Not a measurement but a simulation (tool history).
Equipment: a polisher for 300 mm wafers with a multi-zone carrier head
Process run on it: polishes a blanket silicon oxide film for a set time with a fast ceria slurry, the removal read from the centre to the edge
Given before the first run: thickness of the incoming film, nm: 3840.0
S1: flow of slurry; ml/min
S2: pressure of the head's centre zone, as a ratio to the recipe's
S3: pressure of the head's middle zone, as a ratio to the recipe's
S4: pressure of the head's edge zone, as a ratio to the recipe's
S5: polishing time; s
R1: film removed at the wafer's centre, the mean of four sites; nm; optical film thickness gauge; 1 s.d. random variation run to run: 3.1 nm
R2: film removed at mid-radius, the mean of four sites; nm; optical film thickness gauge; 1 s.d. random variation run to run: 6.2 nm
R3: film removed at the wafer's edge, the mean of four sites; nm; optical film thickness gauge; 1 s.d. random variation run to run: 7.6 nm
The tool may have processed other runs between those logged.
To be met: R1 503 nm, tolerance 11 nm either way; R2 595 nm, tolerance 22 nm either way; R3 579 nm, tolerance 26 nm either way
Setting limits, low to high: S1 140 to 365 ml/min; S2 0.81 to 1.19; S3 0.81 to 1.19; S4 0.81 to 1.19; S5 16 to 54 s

run,day,S1,S2,S3,S4,S5,R1,R2,R3
1,0,235,1,1,1,35,452.83,407.91,415.72
2,0.238,235,1,1,1,26,340.58,303.29,309.57
3,0.292,235,0.98,1.02,1.02,28,351.45,330.54,338.62
4,0.429,235,0.98,1.02,1.02,20,252.66,241.18,242.09
5,0.754,235,0.98,0.94,1.02,20,249.68,227.51,249.34
6,0.992,235,0.96,0.97,1.04,23,284.71,265.28,282.91
7,1.125,170,0.86,1.07,1.14,33,354.36,393.04,414.17
8,1.408,175,0.86,1.09,1.15,34,367.98,407.12,435.83
9,1.488,225,0.85,1.19,1.05,44,480.94,588.94,539.16
10,1.817,225,0.85,1.19,1.06,44,475.13,575.41,550.05

Exactly one of the 4 candidate moves below puts every result within its allowed miss. Which one?
A,2.146,225,0.81,1.11,1.16,42,?,?,?
B,2.146,235,0.91,1.14,1.15,42,?,?,?
C,2.146,210,0.9,1.05,1.17,45,?,?,?
D,2.146,265,0.85,1.15,1.13,45,?,?,?

move,R1,R2,R3
A,441.92,528.93,551.62
B,498.72,540.62,550.59
C,522.23,541.8,591.25
D,504.94,589.08,589.14
A: its largest miss is bigger than the last run's
B: corrects the largest miss of the last run, while another result sits out of spec
C: the result that was furthest off in the last run now lies on the other side of its target
D: in spec on every target
D meets every target.
